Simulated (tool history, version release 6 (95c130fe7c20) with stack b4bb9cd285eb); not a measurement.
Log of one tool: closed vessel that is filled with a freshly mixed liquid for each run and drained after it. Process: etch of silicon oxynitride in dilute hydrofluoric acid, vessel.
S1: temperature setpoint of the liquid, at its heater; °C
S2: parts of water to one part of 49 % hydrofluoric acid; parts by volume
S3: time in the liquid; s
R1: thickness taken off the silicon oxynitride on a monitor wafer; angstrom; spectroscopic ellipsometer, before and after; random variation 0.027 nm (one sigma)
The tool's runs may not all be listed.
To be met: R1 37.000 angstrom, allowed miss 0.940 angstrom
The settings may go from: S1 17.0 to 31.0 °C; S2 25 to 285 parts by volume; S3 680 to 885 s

run,hour,S1,S2,S3,R1
1,0.0,23.0,155,885,104.340
2,5.0,25.0,155,885,114.520
3,12.9,25.0,130,885,139.930
4,16.7,28.0,130,885,159.530
# hour 22.2: thermometer replaced
5,22.2,26.5,150,885,116.980
6,31.1,26.5,150,885,115.880
7,35.1,25.5,165,885,99.388
8,44.6,24.5,175,885,87.953
9,47.8,23.5,185,885,79.148
10,49.9,22.5,195,885,71.951
11,52.1,22.0,205,885,65.771
12,55.3,21.5,215,885,61.828

Which of these 5 next moves meets every target?
A,58.5,19.0,245,725,?
B,58.5,19.5,280,760,?
C,58.5,17.0,265,775,?
D,58.5,18.0,260,725,?
E,58.5,18.5,245,710,?

move,R1
A,38.344
B,35.227
C,34.146
D,34.199
E,36.695
A: nearer than the last run, and not there yet
B: takes the result that was furthest off past its target
C: takes the result that was furthest off past its target
D: takes the result that was furthest off past its target
E: meets every target
The right move is E.

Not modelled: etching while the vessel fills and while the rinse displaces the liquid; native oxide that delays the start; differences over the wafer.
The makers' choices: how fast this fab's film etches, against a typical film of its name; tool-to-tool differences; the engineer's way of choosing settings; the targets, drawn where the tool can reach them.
